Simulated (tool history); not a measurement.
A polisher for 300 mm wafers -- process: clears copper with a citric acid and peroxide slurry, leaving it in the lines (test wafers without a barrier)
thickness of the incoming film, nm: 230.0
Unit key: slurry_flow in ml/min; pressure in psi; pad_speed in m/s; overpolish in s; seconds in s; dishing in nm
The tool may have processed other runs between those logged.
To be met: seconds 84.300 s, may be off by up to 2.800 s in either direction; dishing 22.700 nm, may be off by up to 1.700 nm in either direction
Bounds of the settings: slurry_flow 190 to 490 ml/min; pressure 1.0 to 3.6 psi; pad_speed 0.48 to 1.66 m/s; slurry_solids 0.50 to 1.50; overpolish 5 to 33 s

run  hour  slurry_flow  pressure  pad_speed  slurry_solids  overpolish  seconds  dishing
  1   0.0          315       2.3       1.06           1.00          17  132.630   15.901
  2   3.1          315       2.3       1.06           0.80          17  138.170   15.561
  3   9.2          315       1.9       1.06           0.80          17  164.930   13.295
  4  14.7          315       2.4       1.06           0.80          17  130.320   15.597
  5  17.4          315       2.4       1.06           0.80          20  135.030   17.048
  6  25.1          315       2.7       1.06           0.80          20  119.450   17.961
  7  34.0          315       3.3       1.08           0.80          23   96.690   21.407
     39.1  -- worn pad replaced by a new one
  8  39.1          315       3.6       1.12           0.80          23   77.210   22.220
  9  40.8          315       3.5       1.12           0.80          23   80.062   22.600

Which of these 5 next moves meets every target?
  A  42.5          465       3.2       1.16           0.90          25        ?        ?
  B  42.5          400       2.9       1.40           0.90          27        ?        ?
  C  42.5          290       3.6       1.00           0.90          26        ?        ?
  D  42.5          310       3.3       1.28           0.75          23        ?        ?
  E  42.5          325       3.5       1.12           0.75          23        ?        ?

move  seconds  dishing
   A   79.569   21.956
   B   76.172   22.364
   C   82.522   22.090
   D   76.028   21.769
   E   79.387   21.603
A: moves away from the targets compared with the last run
B: moves away from the targets compared with the last run
C: all results land within tolerance of their targets
D: moves away from the targets compared with the last run
E: moves away from the targets compared with the last run
The right move is C.
